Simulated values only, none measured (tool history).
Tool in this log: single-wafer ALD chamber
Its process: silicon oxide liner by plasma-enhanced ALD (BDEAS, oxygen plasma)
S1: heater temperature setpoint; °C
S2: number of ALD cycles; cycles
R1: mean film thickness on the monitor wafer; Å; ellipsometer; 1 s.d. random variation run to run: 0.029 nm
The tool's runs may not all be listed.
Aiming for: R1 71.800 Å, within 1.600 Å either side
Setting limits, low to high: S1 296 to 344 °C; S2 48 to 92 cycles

{"run": 1, "hour": 0.0, "S1": 320, "S2": 70, "R1": 59.019}
{"run": 2, "hour": 1.6, "S1": 314, "S2": 70, "R1": 58.978}
{"run": 3, "hour": 3.9, "S1": 309, "S2": 70, "R1": 60.053}
{"run": 4, "hour": 8.2, "S1": 319, "S2": 70, "R1": 59.022}
{"run": 5, "hour": 9.3, "S1": 319, "S2": 71, "R1": 60.378}
{"run": 6, "hour": 17.1, "S1": 325, "S2": 71, "R1": 59.107}
{"run": 7, "hour": 22.4, "S1": 325, "S2": 72, "R1": 59.889}
{"run": 8, "hour": 29.7, "S1": 325, "S2": 73, "R1": 60.818}
{"run": 9, "hour": 36.1, "S1": 325, "S2": 74, "R1": 61.744}
{"run": 10, "hour": 42.4, "S1": 325, "S2": 75, "R1": 62.405}
{"run": 11, "hour": 45.0, "S1": 325, "S2": 76, "R1": 63.638}
{"run": 12, "hour": 53.7, "S1": 325, "S2": 77, "R1": 64.394}
{"run": 13, "hour": 61.2, "S1": 325, "S2": 78, "R1": 64.876}
{"run": 14, "hour": 66.7, "S1": 325, "S2": 79, "R1": 65.959}
{"run": 15, "hour": 73.2, "S1": 325, "S2": 80, "R1": 66.548}
{"run": 16, "hour": 74.9, "S1": 325, "S2": 81, "R1": 67.744}
{"run": 17, "hour": 83.0, "S1": 324, "S2": 83, "R1": 69.361}

Which single option among these 5 for the next run brings every result within its allowed miss of target? Just one does.
{"run": "A", "hour": 91.1, "S1": 338, "S2": 80, "R1": "?"}
{"run": "B", "hour": 91.1, "S1": 318, "S2": 85, "R1": "?"}
{"run": "C", "hour": 91.1, "S1": 325, "S2": 79, "R1": "?"}
{"run": "D", "hour": 91.1, "S1": 322, "S2": 89, "R1": "?"}
{"run": "E", "hour": 91.1, "S1": 324, "S2": 81, "R1": "?"}

move=A R1=65.683
move=B R1=71.762
move=C R1=66.055
move=D R1=74.726
move=E R1=67.821
A: its largest miss is bigger than the last run's
B: all results land within tolerance of their targets
C: its largest miss is bigger than the last run's
D: the result that was furthest off in the last run now lies on the other side of its target
E: its largest miss is bigger than the last run's
Go with B: it meets all targets.
